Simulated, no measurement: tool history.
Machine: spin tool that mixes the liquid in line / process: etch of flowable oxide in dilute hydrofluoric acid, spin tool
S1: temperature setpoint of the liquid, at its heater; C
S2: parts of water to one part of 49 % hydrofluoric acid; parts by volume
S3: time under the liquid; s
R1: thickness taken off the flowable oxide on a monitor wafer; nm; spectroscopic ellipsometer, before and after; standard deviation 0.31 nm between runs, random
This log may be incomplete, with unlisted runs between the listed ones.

{"run": 1, "hour": 0.0, "S1": 26, "S2": 145, "S3": 130, "R1": 24.466}
{"run": 2, "hour": 1.2, "S1": 28, "S2": 130, "S3": 130, "R1": 29.562}
{"run": 3, "hour": 3.5, "S1": 29.5, "S2": 120, "S3": 130, "R1": 34.679}
{"run": 4, "hour": 4.2, "S1": 28.5, "S2": 120, "S3": 130, "R1": 33.282}
{"run": 5, "hour": 5.3, "S1": 28.5, "S2": 90, "S3": 130, "R1": 46.592}
{"run": 6, "hour": 13.6, "S1": 28.5, "S2": 90, "S3": 130, "R1": 46.064}

Forecast run 7:
{"run": 7, "hour": 22.6, "S1": 29.5, "S2": 90, "S3": 130, "R1": "?"}

{"run 7": {"R1": 47.968}}

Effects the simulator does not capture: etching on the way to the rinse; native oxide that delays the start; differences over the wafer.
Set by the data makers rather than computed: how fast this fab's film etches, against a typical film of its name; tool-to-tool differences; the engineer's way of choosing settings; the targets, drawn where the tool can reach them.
